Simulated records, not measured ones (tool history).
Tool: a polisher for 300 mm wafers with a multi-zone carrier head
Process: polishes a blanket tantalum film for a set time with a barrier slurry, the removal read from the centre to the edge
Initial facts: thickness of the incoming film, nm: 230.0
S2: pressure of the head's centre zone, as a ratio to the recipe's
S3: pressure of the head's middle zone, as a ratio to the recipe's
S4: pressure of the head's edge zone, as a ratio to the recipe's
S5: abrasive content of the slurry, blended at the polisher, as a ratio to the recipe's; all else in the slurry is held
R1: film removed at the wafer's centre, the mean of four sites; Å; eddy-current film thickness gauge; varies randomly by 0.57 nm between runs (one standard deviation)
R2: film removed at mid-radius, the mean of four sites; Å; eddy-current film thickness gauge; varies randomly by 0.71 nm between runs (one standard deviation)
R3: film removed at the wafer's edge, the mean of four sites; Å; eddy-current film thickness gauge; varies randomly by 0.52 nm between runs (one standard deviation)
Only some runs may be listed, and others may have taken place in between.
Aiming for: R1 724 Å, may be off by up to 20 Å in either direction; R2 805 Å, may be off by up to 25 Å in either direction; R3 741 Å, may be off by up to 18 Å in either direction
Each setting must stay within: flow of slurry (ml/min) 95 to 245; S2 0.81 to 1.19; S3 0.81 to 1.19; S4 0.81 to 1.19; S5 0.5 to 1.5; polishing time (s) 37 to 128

run 1 day=0 | flow_of_slurry_(ml/min)=155 S2=1 S3=1 S4=1 S5=1 polishing_time_(s)=82 | R1=635.64 R2=630.42 R3=625.49
run 2 day=0.35 | flow_of_slurry_(ml/min)=155 S2=1.06 S3=1 S4=1 S5=1 polishing_time_(s)=82 | R1=673.06 R2=624.97 R3=627.63
run 3 day=0.596 | flow_of_slurry_(ml/min)=175 S2=1.04 S3=1.05 S4=1.05 S5=1.05 polishing_time_(s)=82 | R1=685.5 R2=684.45 R3=652.13
run 4 day=0.808 | flow_of_slurry_(ml/min)=190 S2=1.02 S3=1.07 S4=1.09 S5=1.1 polishing_time_(s)=82 | R1=691.21 R2=701.45 R3=686.83
run 5 day=1.017 | flow_of_slurry_(ml/min)=190 S2=0.94 S3=1.07 S4=1.09 S5=1.1 polishing_time_(s)=82 | R1=648.47 R2=713.21 R3=685.48
run 6 day=1.038 | flow_of_slurry_(ml/min)=215 S2=0.94 S3=1.07 S4=1.09 S5=1.1 polishing_time_(s)=82 | R1=652.36 R2=719.59 R3=692.43
run 7 day=1.329 | flow_of_slurry_(ml/min)=220 S2=0.96 S3=1.1 S4=1.11 S5=1.15 polishing_time_(s)=82 | R1=680.44 R2=737.24 R3=718.13
run 8 day=1.404 | flow_of_slurry_(ml/min)=220 S2=0.97 S3=1.13 S4=1.1 S5=1.2 polishing_time_(s)=82 | R1=698.48 R2=777.44 R3=713.06
run 9 day=1.675 | flow_of_slurry_(ml/min)=225 S2=0.97 S3=1.14 S4=1.11 S5=1.2 polishing_time_(s)=82 | R1=694.1 R2=775.83 R3=712.58
run 10 day=1.888 | flow_of_slurry_(ml/min)=225 S2=0.98 S3=1.15 S4=1.12 S5=1.2 polishing_time_(s)=82 | R1=704.37 R2=776.87 R3=721.33
run 11 day=1.921 | flow_of_slurry_(ml/min)=225 S2=0.98 S3=1.15 S4=1.12 S5=1.2 polishing_time_(s)=82 | R1=699.57 R2=778.5 R3=732.33

Below are 4 possible settings for the next run. Only one of them brings all results inside the allowed miss of their targets. Which is it?
run A day=1.954 | flow_of_slurry_(ml/min)=215 S2=1.01 S3=1.1 S4=1.15 S5=1.2 polishing_time_(s)=83 | R1=? R2=? R3=?
run B day=1.954 | flow_of_slurry_(ml/min)=205 S2=0.91 S3=1.19 S4=1.08 S5=1.3 polishing_time_(s)=82 | R1=? R2=? R3=?
run C day=1.954 | flow_of_slurry_(ml/min)=220 S2=0.99 S3=1.15 S4=1.14 S5=1.25 polishing_time_(s)=83 | R1=? R2=? R3=?
run D day=1.954 | flow_of_slurry_(ml/min)=245 S2=1 S3=1.12 S4=1.19 S5=1.1 polishing_time_(s)=82 | R1=? R2=? R3=?

move=A R1=725.73 R2=753.12 R3=740.62
move=B R1=667.04 R2=805.46 R3=716.94
move=C R1=723.56 R2=792.26 R3=745.37
move=D R1=710.32 R2=753.03 R3=738.95
A: corrects the largest miss of the last run, while another result sits out of spec
B: the biggest miss grows against the last run
C: all results in spec
D: corrects the largest miss of the last run, while another result sits out of spec
Move C is the one to make.
